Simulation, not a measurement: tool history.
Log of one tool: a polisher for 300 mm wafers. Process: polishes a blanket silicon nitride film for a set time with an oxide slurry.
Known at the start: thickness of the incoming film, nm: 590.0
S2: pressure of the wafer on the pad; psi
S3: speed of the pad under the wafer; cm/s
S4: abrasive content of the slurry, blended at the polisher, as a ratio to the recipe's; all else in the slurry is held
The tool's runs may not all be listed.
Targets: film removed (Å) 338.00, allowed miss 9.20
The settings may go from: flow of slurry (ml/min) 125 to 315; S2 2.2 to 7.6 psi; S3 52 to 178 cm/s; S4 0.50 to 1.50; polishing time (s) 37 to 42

{"run": 1, "hour": 0.0, "flow of slurry (ml/min)": 205, "S2": 4.9, "S3": 114, "S4": 1.0, "polishing time (s)": 42, "film removed (Å)": 440.91}
{"run": 2, "hour": 4.7, "flow of slurry (ml/min)": 205, "S2": 4.9, "S3": 114, "S4": 1.2, "polishing time (s)": 42, "film removed (Å)": 478.09}
{"run": 3, "hour": 5.7, "flow of slurry (ml/min)": 205, "S2": 4.9, "S3": 104, "S4": 1.2, "polishing time (s)": 42, "film removed (Å)": 441.53}
{"run": 4, "hour": 12.5, "flow of slurry (ml/min)": 205, "S2": 4.9, "S3": 118, "S4": 1.2, "polishing time (s)": 42, "film removed (Å)": 487.55}
{"run": 5, "hour": 18.9, "flow of slurry (ml/min)": 205, "S2": 4.9, "S3": 118, "S4": 1.2, "polishing time (s)": 42, "film removed (Å)": 488.74}
{"run": 6, "hour": 22.2, "flow of slurry (ml/min)": 200, "S2": 4.6, "S3": 118, "S4": 1.2, "polishing time (s)": 42, "film removed (Å)": 459.06}
{"run": 7, "hour": 28.0, "flow of slurry (ml/min)": 200, "S2": 4.3, "S3": 118, "S4": 1.2, "polishing time (s)": 42, "film removed (Å)": 436.72}
{"run": 8, "hour": 36.4, "flow of slurry (ml/min)": 200, "S2": 4.1, "S3": 118, "S4": 1.2, "polishing time (s)": 42, "film removed (Å)": 413.84}
{"run": 9, "hour": 37.2, "flow of slurry (ml/min)": 200, "S2": 3.9, "S3": 118, "S4": 1.2, "polishing time (s)": 42, "film removed (Å)": 395.63}
{"run": 10, "hour": 40.2, "flow of slurry (ml/min)": 185, "S2": 3.1, "S3": 118, "S4": 1.2, "polishing time (s)": 42, "film removed (Å)": 321.06}

Which of these 4 next moves meets every target?
{"run": "A", "hour": 43.2, "flow of slurry (ml/min)": 205, "S2": 3.2, "S3": 120, "S4": 1.4, "polishing time (s)": 42, "film removed (Å)": "?"}
{"run": "B", "hour": 43.2, "flow of slurry (ml/min)": 210, "S2": 2.7, "S3": 144, "S4": 1.25, "polishing time (s)": 41, "film removed (Å)": "?"}
{"run": "C", "hour": 43.2, "flow of slurry (ml/min)": 205, "S2": 3.1, "S3": 122, "S4": 1.2, "polishing time (s)": 37, "film removed (Å)": "?"}
{"run": "D", "hour": 43.2, "flow of slurry (ml/min)": 215, "S2": 2.9, "S3": 120, "S4": 1.25, "polishing time (s)": 42, "film removed (Å)": "?"}

move=A film_removed_(Å)=363.10
move=B film_removed_(Å)=337.33
move=C film_removed_(Å)=295.07
move=D film_removed_(Å)=319.13
A: takes the result that was furthest off past its target
B: meets every target
C: further off than the last run
D: further off than the last run
Answer: B
